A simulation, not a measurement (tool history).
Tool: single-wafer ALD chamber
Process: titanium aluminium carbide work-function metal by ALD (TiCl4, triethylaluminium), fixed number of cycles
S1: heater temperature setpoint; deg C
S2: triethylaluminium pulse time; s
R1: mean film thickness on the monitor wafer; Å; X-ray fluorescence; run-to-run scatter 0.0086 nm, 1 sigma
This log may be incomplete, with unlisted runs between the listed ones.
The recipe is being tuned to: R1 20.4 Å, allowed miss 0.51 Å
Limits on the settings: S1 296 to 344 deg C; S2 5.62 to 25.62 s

Run 1, hour 0: S1 320 deg C, S2 15.62 s. Result: R1 22.518 Å.
Run 2, hour 1.5: S1 330 deg C, S2 15.62 s. Result: R1 23.316 Å.
Run 3, hour 9.3: S1 330 deg C, S2 18.56 s. Result: R1 23.421 Å.
Run 4, hour 12.3: S1 338 deg C, S2 18.56 s. Result: R1 23.969 Å.
Run 5, hour 18.4: S1 323 deg C, S2 14.88 s. Result: R1 22.687 Å.
Run 6, hour 21.7: S1 323 deg C, S2 11.92 s. Result: R1 22.458 Å.
Run 7, hour 27.5: S1 314 deg C, S2 10.55 s. Result: R1 21.38 Å.
Run 8, hour 32.3: S1 311 deg C, S2 10.06 s. Result: R1 21.172 Å.
Run 9, hour 33.3: S1 311 deg C, S2 10.06 s. Result: R1 21.138 Å.

Consider the 4 candidate settings below. Which is the only one whose results all fall within their allowed miss of target?
Run A, hour 34.3: S1 317 deg C, S2 11.39 s. Result: R1 ?.
Run B, hour 34.3: S1 308 deg C, S2 14.36 s. Result: R1 ?.
Run C, hour 34.3: S1 308 deg C, S2 8.72 s. Result: R1 ?.
Run D, hour 34.3: S1 313 deg C, S2 10.16 s. Result: R1 ?.

move      R1
   A  21.855
   B   21.43
   C  20.472
   D  21.301
A: moves away from the targets compared with the last run
B: moves away from the targets compared with the last run
C: all results in spec
D: moves away from the targets compared with the last run
Go with C: it meets all targets.

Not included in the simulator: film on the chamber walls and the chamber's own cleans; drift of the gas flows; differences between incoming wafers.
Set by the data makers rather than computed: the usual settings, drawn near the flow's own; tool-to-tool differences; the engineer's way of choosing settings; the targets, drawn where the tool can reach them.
